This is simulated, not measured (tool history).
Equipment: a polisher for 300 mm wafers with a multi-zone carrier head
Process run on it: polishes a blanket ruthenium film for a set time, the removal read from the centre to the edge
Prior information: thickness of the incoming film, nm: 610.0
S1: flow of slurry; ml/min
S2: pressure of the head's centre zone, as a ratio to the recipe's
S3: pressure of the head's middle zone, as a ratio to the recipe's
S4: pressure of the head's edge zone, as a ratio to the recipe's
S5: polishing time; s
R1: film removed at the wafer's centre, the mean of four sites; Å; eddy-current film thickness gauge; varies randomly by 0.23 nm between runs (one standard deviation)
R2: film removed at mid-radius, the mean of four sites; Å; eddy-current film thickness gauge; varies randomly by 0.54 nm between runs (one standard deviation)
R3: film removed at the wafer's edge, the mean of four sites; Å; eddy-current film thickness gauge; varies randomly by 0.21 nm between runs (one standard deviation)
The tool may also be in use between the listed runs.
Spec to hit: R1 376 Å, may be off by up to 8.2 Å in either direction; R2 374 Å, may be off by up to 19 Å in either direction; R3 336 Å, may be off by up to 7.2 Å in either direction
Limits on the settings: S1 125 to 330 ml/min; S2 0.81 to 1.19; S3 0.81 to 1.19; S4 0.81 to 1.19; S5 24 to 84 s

Run 1, hour 0: S1 210 ml/min, S2 1, S3 1, S4 1, S5 54 s. Result: R1 293.89 Å, R2 255.92 Å, R3 257.21 Å.
Run 2, hour 8.1: S1 210 ml/min, S2 1, S3 1, S4 1, S5 47 s. Result: R1 257.56 Å, R2 218.16 Å, R3 227.02 Å.
Run 3, hour 14.8: S1 185 ml/min, S2 1, S3 1, S4 1, S5 47 s. Result: R1 252.96 Å, R2 222.02 Å, R3 222.54 Å.
Run 4, hour 19.1: S1 185 ml/min, S2 1.01, S3 1.04, S4 1.03, S5 51 s. Result: R1 278.19 Å, R2 243.3 Å, R3 245.91 Å.
Run 5, hour 20.8: S1 175 ml/min, S2 1.01, S3 1.07, S4 1.03, S5 55 s. Result: R1 298.57 Å, R2 267.38 Å, R3 261.66 Å.
Run 6, hour 26.8: S1 175 ml/min, S2 1.01, S3 1.07, S4 1.03, S5 47 s. Result: R1 254.26 Å, R2 237.31 Å, R3 222.47 Å.
Run 7, hour 31: S1 185 ml/min, S2 1.01, S3 1.1, S4 1.04, S5 51 s. Result: R1 279.52 Å, R2 256.25 Å, R3 248.19 Å.
At hour 37.3: centre zone pressure recalibrated.
Run 8, hour 37.3: S1 170 ml/min, S2 1.01, S3 1.12, S4 1.04, S5 55 s. Result: R1 267.04 Å, R2 275.37 Å, R3 263.94 Å.
Run 9, hour 41.9: S1 190 ml/min, S2 1.04, S3 1.14, S4 1.02, S5 58 s. Result: R1 291.95 Å, R2 296.39 Å, R3 277.61 Å.

Exactly one of the 4 candidate moves below puts every result within its allowed miss. Which one?
Run A, hour 46.5: S1 130 ml/min, S2 1.07, S3 1.15, S4 0.93, S5 75 s. Result: R1 ?, R2 ?, R3 ?.
Run B, hour 46.5: S1 155 ml/min, S2 1.07, S3 1.14, S4 1.04, S5 74 s. Result: R1 ?, R2 ?, R3 ?.
Run C, hour 46.5: S1 165 ml/min, S2 1.09, S3 1.05, S4 1, S5 72 s. Result: R1 ?, R2 ?, R3 ?.
Run D, hour 46.5: S1 190 ml/min, S2 1.07, S3 1.03, S4 0.97, S5 72 s. Result: R1 ?, R2 ?, R3 ?.

move      R1      R2      R3
   A  376.27   370.8  335.37
   B  379.28  370.44  354.02
   C  378.57  341.86  339.91
   D   377.6  342.16  338.65
A: each result inside its tolerance
B: corrects the largest miss of the last run, while another result sits out of spec
C: corrects the largest miss of the last run, while another result sits out of spec
D: corrects the largest miss of the last run, while another result sits out of spec
Correct choice: A, which meets every target
